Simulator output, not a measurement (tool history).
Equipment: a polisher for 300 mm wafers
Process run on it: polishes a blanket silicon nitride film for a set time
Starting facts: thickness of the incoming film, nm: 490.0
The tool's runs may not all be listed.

| run | hour | flow of slurry (ml/min) | pressure of the wafer on the pad (kPa) | speed of the pad under the wafer (m/s) | polishing time (s) | film removed (angstrom) |
|---|---|---|---|---|---|---|
| 1 | 0 | 200 | 21.4 | 1 | 30 | 437.36 |
| 2 | 6.8 | 200 | 22.1 | 1 | 30 | 456.82 |
| 3 | 14.2 | 245 | 22.1 | 1 | 30 | 467.8 |
| 4 | 19.5 | 245 | 22.1 | 0.8 | 30 | 405.87 |
| 5 | 22.3 | 245 | 23.4 | 0.8 | 30 | 430.84 |
| 6 | 29.5 | 245 | 24.1 | 0.8 | 30 | 434.8 |
| 7 | 33.4 | 245 | 25.5 | 0.8 | 30 | 464.58 |
| 8 | 41.2 | 245 | 26.2 | 0.8 | 30 | 470.27 |
| 9 | 44.9 | 245 | 26.9 | 0.8 | 30 | 484.01 |
| 10 | 48.9 | 245 | 27.6 | 0.8 | 30 | 497.65 |

Run 11 is up next; what results do you expect?
| 11 | 49.8 | 245 | 27.6 | 0.8 | 30 | ? |

For run 11 the tool returned film removed (angstrom) 493.02.

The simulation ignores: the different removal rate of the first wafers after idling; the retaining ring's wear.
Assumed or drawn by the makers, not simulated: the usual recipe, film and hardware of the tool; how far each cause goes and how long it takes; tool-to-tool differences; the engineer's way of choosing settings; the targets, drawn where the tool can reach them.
